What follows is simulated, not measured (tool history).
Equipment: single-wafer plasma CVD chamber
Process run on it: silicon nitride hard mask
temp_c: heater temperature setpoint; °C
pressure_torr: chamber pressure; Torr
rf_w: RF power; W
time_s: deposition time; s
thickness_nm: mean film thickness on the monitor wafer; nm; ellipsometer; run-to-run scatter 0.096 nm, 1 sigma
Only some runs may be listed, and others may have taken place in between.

run,day,temp_c,pressure_torr,rf_w,time_s,thickness_nm
1,0.000,400,1.21,240,36.3,31.727
2,0.325,400,1.14,230,36.1,30.077
3,0.433,400,1.14,230,36.3,30.364
4,0.754,400,1.08,220,36.1,28.708
5,1.038,400,1.18,220,36.1,29.714
6,1.354,400,1.10,215,36.0,28.399
7,1.600,400,1.04,210,35.9,27.490
8,1.762,400,0.99,205,35.8,26.424
9,1.854,400,0.95,205,35.8,26.081

The next listed run, before its measurement:
10,1.958,400,0.92,205,35.8,?

For run 10 the tool returned thickness_nm 25.736 nm.
